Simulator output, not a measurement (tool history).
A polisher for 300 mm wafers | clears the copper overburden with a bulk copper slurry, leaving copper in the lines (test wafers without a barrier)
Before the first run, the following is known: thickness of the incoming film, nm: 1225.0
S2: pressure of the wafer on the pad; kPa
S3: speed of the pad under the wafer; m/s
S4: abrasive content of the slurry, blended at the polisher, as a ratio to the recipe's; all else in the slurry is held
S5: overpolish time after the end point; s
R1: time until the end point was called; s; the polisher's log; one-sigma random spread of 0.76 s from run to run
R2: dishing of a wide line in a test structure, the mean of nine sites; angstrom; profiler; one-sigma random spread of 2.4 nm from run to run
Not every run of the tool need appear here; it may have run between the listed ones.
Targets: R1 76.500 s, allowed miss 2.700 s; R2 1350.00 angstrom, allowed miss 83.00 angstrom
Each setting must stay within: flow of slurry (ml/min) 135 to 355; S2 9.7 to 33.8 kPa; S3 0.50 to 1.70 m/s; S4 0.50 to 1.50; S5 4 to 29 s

{"run": 1, "hour": 0.0, "flow of slurry (ml/min)": 225, "S2": 21.4, "S3": 1.1, "S4": 1.0, "S5": 15, "R1": 106.03, "R2": 883.88}
{"run": 2, "hour": 6.5, "flow of slurry (ml/min)": 225, "S2": 21.4, "S3": 0.82, "S4": 1.0, "S5": 15, "R1": 142.46, "R2": 725.87}
{"run": 3, "hour": 13.5, "flow of slurry (ml/min)": 225, "S2": 21.4, "S3": 1.04, "S4": 1.0, "S5": 15, "R1": 110.59, "R2": 877.82}
{"run": 4, "hour": 18.2, "flow of slurry (ml/min)": 225, "S2": 18.6, "S3": 1.04, "S4": 1.0, "S5": 15, "R1": 124.62, "R2": 791.53}
{"run": 5, "hour": 25.6, "flow of slurry (ml/min)": 225, "S2": 14.5, "S3": 1.04, "S4": 1.0, "S5": 15, "R1": 149.27, "R2": 668.54}
{"run": 6, "hour": 33.0, "flow of slurry (ml/min)": 225, "S2": 14.5, "S3": 1.04, "S4": 1.0, "S5": 12, "R1": 150.21, "R2": 575.05}
{"run": 7, "hour": 35.0, "flow of slurry (ml/min)": 225, "S2": 16.5, "S3": 1.04, "S4": 1.0, "S5": 13, "R1": 137.55, "R2": 643.17}
{"run": 8, "hour": 42.0, "flow of slurry (ml/min)": 225, "S2": 18.6, "S3": 1.04, "S4": 1.0, "S5": 14, "R1": 126.3, "R2": 746.88}
{"run": 9, "hour": 48.3, "flow of slurry (ml/min)": 225, "S2": 20.7, "S3": 1.04, "S4": 1.0, "S5": 14, "R1": 113.25, "R2": 810.68}
{"run": 10, "hour": 49.4, "flow of slurry (ml/min)": 225, "S2": 22.1, "S3": 1.04, "S4": 1.0, "S5": 15, "R1": 109.18, "R2": 897.57}
{"run": 11, "hour": 52.9, "flow of slurry (ml/min)": 225, "S2": 23.4, "S3": 1.04, "S4": 1.0, "S5": 15, "R1": 105.62, "R2": 895.65}
{"run": 12, "hour": 59.5, "flow of slurry (ml/min)": 225, "S2": 24.8, "S3": 1.04, "S4": 1.0, "S5": 15, "R1": 100.48, "R2": 944.76}
{"run": 13, "hour": 63.3, "flow of slurry (ml/min)": 235, "S2": 31.0, "S3": 1.04, "S4": 1.0, "S5": 18, "R1": 83.0, "R2": 1200.5}
{"run": 14, "hour": 71.2, "flow of slurry (ml/min)": 235, "S2": 31.7, "S3": 1.04, "S4": 1.0, "S5": 18, "R1": 79.257, "R2": 1205.9}

Which single option among these 5 for the next run brings every result within its allowed miss of target? Just one does.
{"run": "A", "hour": 79.1, "flow of slurry (ml/min)": 260, "S2": 33.8, "S3": 1.08, "S4": 0.75, "S5": 12, "R1": "?", "R2": "?"}
{"run": "B", "hour": 79.1, "flow of slurry (ml/min)": 315, "S2": 33.8, "S3": 1.0, "S4": 1.05, "S5": 20, "R1": "?", "R2": "?"}
{"run": "C", "hour": 79.1, "flow of slurry (ml/min)": 210, "S2": 33.8, "S3": 1.08, "S4": 0.95, "S5": 14, "R1": "?", "R2": "?"}
{"run": "D", "hour": 79.1, "flow of slurry (ml/min)": 290, "S2": 30.3, "S3": 1.1, "S4": 1.05, "S5": 13, "R1": "?", "R2": "?"}
{"run": "E", "hour": 79.1, "flow of slurry (ml/min)": 230, "S2": 32.4, "S3": 1.0, "S4": 0.95, "S5": 14, "R1": "?", "R2": "?"}

move=A R1=76.250 R2=953.88
move=B R1=74.399 R2=1297.30
move=C R1=74.800 R2=1064.90
move=D R1=75.103 R2=1003.30
move=E R1=82.263 R2=999.46
A: misses by more than the last run did
B: all results land within tolerance of their targets
C: misses by more than the last run did
D: misses by more than the last run did
E: misses by more than the last run did
B is the move that brings every result within its allowed miss.
